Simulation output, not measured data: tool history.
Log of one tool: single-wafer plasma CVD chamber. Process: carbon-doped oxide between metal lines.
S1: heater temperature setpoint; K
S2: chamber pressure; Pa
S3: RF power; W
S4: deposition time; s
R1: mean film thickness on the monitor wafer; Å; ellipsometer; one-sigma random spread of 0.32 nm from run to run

run    day      S1   S2   S3    S4      R1
  1      0  628.15  772  380  21.3  999.17
  2  0.188  624.15  827  385  21.3  1030.5
  3  0.358  624.15  827  385  20.3   978.1
  4  0.438  624.15  827  385  21.3  1021.8
  5  0.462  621.15  857  395  21.3    1062
  6  0.725  621.15  929  395  21.3  1064.9
  7  1.029  619.15  941  395  21.3  1076.9
  8  1.362  618.15  951  395  21.3  1079.5

Predict the results of run 9:
  9  1.604  617.15  959  395  21.3   ?

Run 9 measured R1 1082.6 Å.

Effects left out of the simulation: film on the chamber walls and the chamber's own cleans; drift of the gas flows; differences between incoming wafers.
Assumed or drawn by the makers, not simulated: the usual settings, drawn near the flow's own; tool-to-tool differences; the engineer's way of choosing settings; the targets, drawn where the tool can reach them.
